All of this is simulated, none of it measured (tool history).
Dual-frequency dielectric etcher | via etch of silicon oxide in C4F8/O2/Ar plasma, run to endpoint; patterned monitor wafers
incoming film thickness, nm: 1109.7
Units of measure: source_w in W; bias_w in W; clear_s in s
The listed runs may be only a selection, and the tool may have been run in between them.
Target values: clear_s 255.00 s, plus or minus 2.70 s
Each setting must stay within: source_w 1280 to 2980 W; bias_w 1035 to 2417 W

run,hour,source_w,bias_w,clear_s
1,0.0,2130,1726,210.00
2,2.4,1830,1726,222.76
3,8.2,1830,1934,215.46
4,10.2,1690,1839,224.81
5,13.6,1480,1839,236.85
6,21.5,1280,1839,249.65
7,28.8,1280,1808,250.07
8,31.3,1280,1779,251.57

Next run, 4 choices. One meets every target within its allowed miss, the rest don't. Which?
A,33.8,1300,1786,?
B,33.8,1280,1871,?
C,33.8,1280,1698,?
D,33.8,1280,1856,?

move,clear_s
A,250.22
B,248.62
C,254.83
D,249.13
A: moves away from the targets compared with the last run
B: moves away from the targets compared with the last run
C: meets every target
D: moves away from the targets compared with the last run
C meets every target.

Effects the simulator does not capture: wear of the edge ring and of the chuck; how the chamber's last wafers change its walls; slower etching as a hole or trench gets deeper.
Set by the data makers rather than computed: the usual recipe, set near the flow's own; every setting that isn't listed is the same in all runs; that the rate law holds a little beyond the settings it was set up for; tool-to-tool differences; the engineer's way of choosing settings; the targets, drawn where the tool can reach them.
